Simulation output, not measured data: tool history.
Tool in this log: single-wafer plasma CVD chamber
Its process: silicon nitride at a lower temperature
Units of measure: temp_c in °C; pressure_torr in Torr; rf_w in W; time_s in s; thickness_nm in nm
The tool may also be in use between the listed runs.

| run | hour | temp_c | pressure_torr | rf_w | time_s | thickness_nm |
|---|---|---|---|---|---|---|
| 1 | 0.0 | 350 | 1.19 | 255 | 9.6 | 9.0342 |
| 2 | 0.6 | 350 | 1.14 | 250 | 9.6 | 8.7689 |
| 3 | 2.6 | 350 | 1.11 | 250 | 9.6 | 8.6465 |
| 4 | 11.3 | 340 | 1.11 | 250 | 9.6 | 8.8139 |
| 5 | 18.4 | 340 | 1.11 | 250 | 9.6 | 8.7932 |
| 6 | 20.4 | 340 | 1.08 | 250 | 9.6 | 8.6232 |
| 7 | 26.3 | 340 | 1.06 | 250 | 9.6 | 8.5396 |

Predict the results of run 8:
| 8 | 29.7 | 340 | 1.05 | 250 | 9.6 | ? |

{"run 8": {"thickness_nm": 8.6417}}
